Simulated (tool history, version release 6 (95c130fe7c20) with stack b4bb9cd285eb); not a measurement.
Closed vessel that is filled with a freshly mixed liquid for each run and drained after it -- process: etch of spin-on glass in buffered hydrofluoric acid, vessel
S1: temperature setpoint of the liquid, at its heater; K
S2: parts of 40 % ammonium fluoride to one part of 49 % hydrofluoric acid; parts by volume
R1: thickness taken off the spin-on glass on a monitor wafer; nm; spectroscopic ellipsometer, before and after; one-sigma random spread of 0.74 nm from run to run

run 1 day=0 | S1=295.15 S2=17.5 time_in_the_liquid_(s)=30 | R1=56.968
run 2 day=0.021 | S1=295.15 S2=21 time_in_the_liquid_(s)=30 | R1=48.346
run 3 day=0.112 | S1=297.65 S2=17.5 time_in_the_liquid_(s)=30 | R1=65.769
run 4 day=0.367 | S1=299.15 S2=15 time_in_the_liquid_(s)=30 | R1=82.734
run 5 day=0.433 | S1=301.65 S2=15 time_in_the_liquid_(s)=30 | R1=94.92
run 6 day=0.558 | S1=302.15 S2=13.5 time_in_the_liquid_(s)=30 | R1=106.88
run 7 day=0.892 | S1=302.65 S2=12.5 time_in_the_liquid_(s)=30 | R1=118.59

Forecast run 8:
run 8 day=1.15 | S1=302.65 S2=12 time_in_the_liquid_(s)=30 | R1=?

{"run 8": {"R1": 122.61}}

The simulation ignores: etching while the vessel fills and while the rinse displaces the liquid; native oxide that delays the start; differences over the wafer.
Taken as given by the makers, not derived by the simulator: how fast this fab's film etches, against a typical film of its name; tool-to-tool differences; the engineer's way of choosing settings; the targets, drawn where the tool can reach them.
